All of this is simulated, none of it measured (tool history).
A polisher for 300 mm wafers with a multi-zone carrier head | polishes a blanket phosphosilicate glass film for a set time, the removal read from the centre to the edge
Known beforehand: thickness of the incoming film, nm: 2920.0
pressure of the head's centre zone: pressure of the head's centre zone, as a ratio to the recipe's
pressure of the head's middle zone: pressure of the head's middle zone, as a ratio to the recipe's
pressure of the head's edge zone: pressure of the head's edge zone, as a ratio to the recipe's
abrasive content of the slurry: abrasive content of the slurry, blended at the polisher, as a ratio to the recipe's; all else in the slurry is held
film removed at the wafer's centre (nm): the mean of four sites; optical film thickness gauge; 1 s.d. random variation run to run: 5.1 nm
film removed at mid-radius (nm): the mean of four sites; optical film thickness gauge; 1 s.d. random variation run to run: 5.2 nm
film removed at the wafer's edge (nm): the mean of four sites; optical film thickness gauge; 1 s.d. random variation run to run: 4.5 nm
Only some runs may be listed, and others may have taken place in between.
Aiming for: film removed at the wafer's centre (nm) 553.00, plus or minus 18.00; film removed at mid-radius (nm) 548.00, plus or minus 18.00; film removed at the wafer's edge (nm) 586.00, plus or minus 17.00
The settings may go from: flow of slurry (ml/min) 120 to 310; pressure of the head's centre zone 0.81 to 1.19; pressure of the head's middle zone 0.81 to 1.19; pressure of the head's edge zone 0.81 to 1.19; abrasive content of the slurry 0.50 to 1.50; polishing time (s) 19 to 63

run    day  flow of slurry (ml/min)  pressure of the head's centre zone  pressure of the head's middle zone  pressure of the head's edge zone  abrasive content of the slurry  polishing time (s)  film removed at the wafer's centre (nm)  film removed at mid-radius (nm)  film removed at the wafer's edge (nm)
  1  0.000                      200                                1.00                                1.00                              1.00                            1.00                  41                                   417.55                           451.71                                 430.92
  2  0.367                      205                                1.01                                1.00                              1.02                            1.05                  41                                   437.15                           463.03                                 445.39
  3  0.575                      205                                1.01                                1.00                              1.04                            1.10                  41                                   449.06                           464.33                                 462.67
  4  0.692                      205                                1.01                                1.00                              1.04                            1.10                  34                                   365.74                           391.70                                 382.76
  5  0.954                      170                                1.01                                1.00                              1.04                            1.10                  34                                   358.97                           374.93                                 369.66
  6  1.312                      185                                1.02                                1.00                              1.06                            1.15                  35                                   387.34                           403.59                                 406.19
  7  1.575                      195                                1.03                                1.01                              1.08                            1.20                  35                                   400.65                           426.52                                 411.98
  8  1.829                      140                                1.03                                0.91                              1.11                            1.45                  46                                   525.48                           513.36                                 554.11
  9  1.988                      140                                1.03                                0.91                              1.11                            1.45                  46                                   513.82                           504.12                                 561.08
 10  2.212                      145                                1.03                                0.91                              1.11                            1.45                  46                                   527.05                           521.10                                 567.06
 11  2.392                      150                                1.03                                0.91                              1.11                            1.45                  46                                   539.07                           521.44                                 570.17
 12  2.550                      160                                1.02                                0.92                              1.11                            1.45                  46                                   534.98                           531.25                                 571.35

Which of these 5 next moves meets every target?
  A  2.708                      205                                1.09                                0.92                              1.07                            1.05                  52                                        ?                                ?                                      ?
  B  2.708                      215                                1.08                                0.96                              1.19                            1.40                  44                                        ?                                ?                                      ?
  C  2.708                      150                                1.01                                0.94                              1.10                            1.40                  44                                        ?                                ?                                      ?
  D  2.708                      130                                1.11                                0.89                              1.09                            1.50                  47                                        ?                                ?                                      ?
  E  2.708                      170                                1.00                                0.83                              1.14                            1.25                  50                                        ?                                ?                                      ?

move  film removed at the wafer's centre (nm)  film removed at mid-radius (nm)  film removed at the wafer's edge (nm)
   A                                   578.92                           552.38                                 578.03
   B                                   551.40                           545.11                                 583.22
   C                                   488.84                           503.43                                 534.25
   D                                   549.94                           512.34                                 568.67
   E                                   543.40                           515.42                                 603.72
A: takes the biggest miss from the last run beyond its target
B: all results land within tolerance of their targets
C: further off than the last run
D: brings the result that was furthest off to its target, and leaves another outside
E: brings the result that was furthest off to its target, and leaves another outside
Answer: B
